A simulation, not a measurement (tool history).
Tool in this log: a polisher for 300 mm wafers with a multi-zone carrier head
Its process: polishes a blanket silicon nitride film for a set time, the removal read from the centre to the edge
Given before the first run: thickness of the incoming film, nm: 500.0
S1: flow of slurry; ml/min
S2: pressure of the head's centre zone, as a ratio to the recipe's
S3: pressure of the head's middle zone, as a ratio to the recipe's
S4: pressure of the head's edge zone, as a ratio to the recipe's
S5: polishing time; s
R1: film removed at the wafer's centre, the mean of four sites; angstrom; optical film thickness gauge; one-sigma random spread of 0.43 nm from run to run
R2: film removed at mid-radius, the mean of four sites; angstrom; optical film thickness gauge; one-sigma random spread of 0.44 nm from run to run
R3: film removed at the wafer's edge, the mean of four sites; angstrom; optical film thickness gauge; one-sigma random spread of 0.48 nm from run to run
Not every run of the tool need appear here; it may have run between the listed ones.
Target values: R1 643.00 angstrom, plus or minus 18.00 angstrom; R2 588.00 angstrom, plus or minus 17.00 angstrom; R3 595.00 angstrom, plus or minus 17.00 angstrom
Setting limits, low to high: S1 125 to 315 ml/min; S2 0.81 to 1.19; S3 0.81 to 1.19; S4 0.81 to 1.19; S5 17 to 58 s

run,hour,S1,S2,S3,S4,S5,R1,R2,R3
1,0.0,205,1.00,1.00,1.00,37,834.91,847.82,836.01
2,2.2,205,1.00,0.99,0.98,36,814.84,816.45,790.94
3,9.3,225,1.00,0.99,0.98,36,821.15,828.08,806.24
4,14.4,225,1.00,1.06,0.98,36,828.58,879.13,808.90
5,22.6,220,1.00,1.03,0.96,35,803.07,826.68,779.44
6,24.1,220,0.93,1.03,0.96,35,744.02,831.41,773.00
7,28.2,215,0.93,1.01,0.94,34,721.60,792.74,746.54
8,29.0,210,0.94,0.99,0.93,33,700.25,760.46,719.71
9,36.4,205,0.95,0.97,0.92,32,678.19,708.98,683.78
10,40.0,200,0.95,0.96,0.91,32,683.02,705.21,679.90
11,43.3,195,0.95,0.95,0.90,32,676.31,699.74,688.05
12,49.4,200,0.96,0.94,0.89,31,668.09,672.21,663.92
13,51.7,195,0.97,0.94,0.88,31,679.38,661.01,655.64
14,53.4,150,0.97,0.89,0.81,29,612.19,582.66,572.00
15,58.0,155,0.97,0.89,0.81,29,611.53,572.70,579.44
16,66.4,185,1.01,0.92,0.83,29,650.22,608.49,592.68

Next run, 4 choices. One meets every target within its allowed miss, the rest don't. Which?
A,74.8,180,0.97,0.92,0.91,28,?,?,?
B,74.8,175,1.01,0.89,0.85,29,?,?,?
C,74.8,225,0.97,1.01,0.81,27,?,?,?
D,74.8,190,1.04,0.96,0.81,29,?,?,?

move,R1,R2,R3
A,599.93,589.38,601.57
B,644.15,591.42,602.53
C,597.79,632.62,561.70
D,672.31,637.10,594.26
A: brings the last run's worst result on target, with another outside its allowed miss
B: every result lands within tolerance
C: the biggest miss grows against the last run
D: the biggest miss grows against the last run
The right move is B.
